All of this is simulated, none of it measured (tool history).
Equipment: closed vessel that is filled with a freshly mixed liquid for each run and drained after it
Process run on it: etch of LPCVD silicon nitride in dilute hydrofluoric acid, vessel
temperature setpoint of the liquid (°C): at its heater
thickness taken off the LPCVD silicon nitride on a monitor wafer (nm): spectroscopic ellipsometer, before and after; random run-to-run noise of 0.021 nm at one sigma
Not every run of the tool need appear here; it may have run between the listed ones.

run,day,temperature setpoint of the liquid (°C),parts of water to one part of 49 % hydrofluoric acid (parts by volume),time in the liquid (s),thickness taken off the LPCVD silicon nitride on a monitor wafer (nm)
1,0.000,23.0,95,725,4.3304
2,0.288,21.0,100,725,3.5495
3,0.379,21.0,75,725,4.7118
4,0.738,20.0,85,720,3.8815
5,0.904,20.0,105,720,3.1572
# day 1.125: hydrofluoric acid flow meter replaced
6,1.125,19.0,105,720,2.7297
7,1.496,18.5,105,720,2.6588
8,1.758,18.5,105,720,2.6348

What will run 9 give?
9,1.871,18.0,105,720,?

{"run 9": {"thickness taken off the LPCVD silicon nitride on a monitor wafer (nm)": 2.5846}}
